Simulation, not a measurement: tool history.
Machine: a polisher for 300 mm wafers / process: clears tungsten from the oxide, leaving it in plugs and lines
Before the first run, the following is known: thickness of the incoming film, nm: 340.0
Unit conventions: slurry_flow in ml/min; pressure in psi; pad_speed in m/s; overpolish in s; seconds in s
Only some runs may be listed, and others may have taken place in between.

| run | hour | slurry_flow | pressure | pad_speed | slurry_solids | overpolish | seconds |
|---|---|---|---|---|---|---|---|
| 1 | 0 | 150 | 4.4 | 1.02 | 1 | 37 | 57.742 |
| 2 | 2.7 | 150 | 4.4 | 1.18 | 1 | 37 | 51.026 |
| 3 | 9.5 | 175 | 4.4 | 1.18 | 1 | 37 | 49.203 |
| 4 | 16 | 165 | 3.7 | 1.08 | 1 | 37 | 62.796 |
| 5 | 24.3 | 165 | 3.7 | 1.08 | 1.15 | 37 | 62.874 |
| 6 | 30.3 | 160 | 3.2 | 1 | 1.15 | 37 | 75.991 |
| 7 | 33.5 | 155 | 2.9 | 0.96 | 1.15 | 37 | 86.01 |
| 8 | 38 | 145 | 2.6 | 0.94 | 1.15 | 37 | 97.631 |

Run 9 is up next; what results do you expect?
| 9 | 42 | 135 | 2.5 | 0.94 | 1.15 | 37 | ? |

For run 9 the tool returned seconds 102.95 s.

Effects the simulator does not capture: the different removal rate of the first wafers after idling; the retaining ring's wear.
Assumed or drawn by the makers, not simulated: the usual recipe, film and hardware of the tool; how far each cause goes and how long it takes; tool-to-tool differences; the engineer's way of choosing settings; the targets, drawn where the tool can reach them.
